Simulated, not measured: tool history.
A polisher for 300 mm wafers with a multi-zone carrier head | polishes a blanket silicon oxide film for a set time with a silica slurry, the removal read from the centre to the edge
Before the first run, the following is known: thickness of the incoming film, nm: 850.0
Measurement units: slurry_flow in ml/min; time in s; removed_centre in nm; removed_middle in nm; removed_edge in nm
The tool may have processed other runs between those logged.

run,hour,slurry_flow,centre_zone,middle_zone,edge_zone,slurry_solids,time,removed_centre,removed_middle,removed_edge
1,0,130,1,1,1,1,43,124.13,127.48,124.72
2,5.7,130,1,1,0.94,1,43,125,125.38,121.53
3,7.7,130,1,1,0.94,0.8,43,111.71,112.63,107.9
4,8.7,130,1,1,0.94,0.9,43,118.49,118.97,116.36
5,17.5,130,1,1.03,0.94,0.9,43,116.2,121.23,114.15
6,26.1,130,1,1.03,0.94,0.75,43,103.05,110.5,101.43
7,32.6,120,0.99,0.97,0.94,0.65,43,94.316,91.903,91.77
8,37.7,110,0.98,0.95,0.95,0.65,43,90.358,87.897,90.778
9,41.2,105,0.98,0.94,0.95,0.65,43,90.206,86.81,90.005

What will run 10 give?
10,43.1,100,0.98,0.93,0.96,0.65,43,?,?,?

Run 10 yielded removed_centre 86.779 nm, removed_middle 85.133 nm, removed_edge 88.304 nm.

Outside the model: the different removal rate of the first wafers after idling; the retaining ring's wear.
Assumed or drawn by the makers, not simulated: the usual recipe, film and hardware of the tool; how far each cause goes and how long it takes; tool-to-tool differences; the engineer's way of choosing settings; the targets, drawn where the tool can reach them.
